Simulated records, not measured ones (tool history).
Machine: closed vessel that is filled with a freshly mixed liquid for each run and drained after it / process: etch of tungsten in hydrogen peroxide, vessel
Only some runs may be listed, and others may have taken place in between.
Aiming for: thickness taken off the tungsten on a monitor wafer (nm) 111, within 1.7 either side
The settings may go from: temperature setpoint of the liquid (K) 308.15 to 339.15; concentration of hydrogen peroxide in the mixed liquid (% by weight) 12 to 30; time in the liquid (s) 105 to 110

| run | hour | temperature setpoint of the liquid (K) | concentration of hydrogen peroxide in the mixed liquid (% by weight) | time in the liquid (s) | thickness taken off the tungsten on a monitor wafer (nm) |
|---|---|---|---|---|---|
| 1 | 0 | 324.15 | 21 | 105 | 91.575 |
| 2 | 5.3 | 324.15 | 19.5 | 105 | 87.937 |
| 3 | 9.6 | 325.15 | 19.5 | 105 | 94.162 |
| 4 | 11.2 | 326.15 | 19.5 | 105 | 99.499 |
| 5 | 18.3 | 326.65 | 19.5 | 105 | 102.74 |
| 6 | 25.6 | 321.65 | 19.5 | 105 | 75.538 |
| 7 | 30.4 | 323.65 | 19.5 | 105 | 85.492 |
| 8 | 36.9 | 325.15 | 19.5 | 105 | 94.22 |

Which one of the following 4 next-run settings gets every result inside its allowed miss? There is exactly one.
| A | 43.4 | 326.65 | 23 | 110 | ? |
| B | 43.4 | 325.65 | 23 | 105 | ? |
| C | 43.4 | 327.65 | 20.5 | 105 | ? |
| D | 43.4 | 326.65 | 13.5 | 110 | ? |

| move | thickness taken off the tungsten on a monitor wafer (nm) |
|---|---|
| A | 116.35 |
| B | 104.59 |
| C | 111.29 |
| D | 89.137 |
A: carries the result that was furthest off beyond its target, to the other side
B: closer than the last run, but not yet in spec
C: each result inside its tolerance
D: further off than the last run
The right move is C.
